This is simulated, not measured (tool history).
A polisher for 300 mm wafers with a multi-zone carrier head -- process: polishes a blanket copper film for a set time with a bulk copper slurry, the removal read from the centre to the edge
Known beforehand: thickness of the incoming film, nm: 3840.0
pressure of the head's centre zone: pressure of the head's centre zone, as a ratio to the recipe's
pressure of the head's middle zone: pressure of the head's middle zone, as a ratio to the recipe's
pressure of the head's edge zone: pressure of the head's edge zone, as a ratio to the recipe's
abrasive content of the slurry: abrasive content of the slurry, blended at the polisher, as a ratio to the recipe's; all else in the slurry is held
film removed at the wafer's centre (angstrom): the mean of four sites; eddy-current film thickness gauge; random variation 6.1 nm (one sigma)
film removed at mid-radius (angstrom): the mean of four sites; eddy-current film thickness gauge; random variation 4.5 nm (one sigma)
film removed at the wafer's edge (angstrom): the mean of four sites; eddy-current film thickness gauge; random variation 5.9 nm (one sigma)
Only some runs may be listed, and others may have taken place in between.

run	hour	flow of slurry (ml/min)	pressure of the head's centre zone	pressure of the head's middle zone	pressure of the head's edge zone	abrasive content of the slurry	polishing time (s)	film removed at the wafer's centre (angstrom)	film removed at mid-radius (angstrom)	film removed at the wafer's edge (angstrom)
1	0	170	1	1	1	1	39	3237.8	3376.8	3371
2	1.4	135	1	1	1	1	39	3122.5	3244.3	3285.4
3	9.7	165	1	1	1	1	39	3218.9	3293.4	3346.1
4	18.6	175	1.04	0.98	1.04	1.15	40	3563	3483.2	3624.1
5	20.2	175	1.08	0.98	1.04	1.15	40	3652.6	3446.3	3612
6	25.2	175	1.08	0.98	0.99	1.15	40	3712.1	3446.6	3560.7
7	33.1	175	1.08	0.98	0.99	1.15	40	3707.1	3427.1	3582.9
8	35.1	180	1.09	0.95	1.01	1.25	42	3948.4	3613.4	3845.7
9	43.6	185	1.12	0.93	1.04	1.35	43	4269.1	3719.9	3961.6

For run 10, what comes out?
10	51.7	195	1.1	0.83	1.14	1.5	49	?	?	?

Run 10 came out at film removed at the wafer's centre (angstrom) 4854.5, film removed at mid-radius (angstrom) 4039.6, film removed at the wafer's edge (angstrom) 4941.
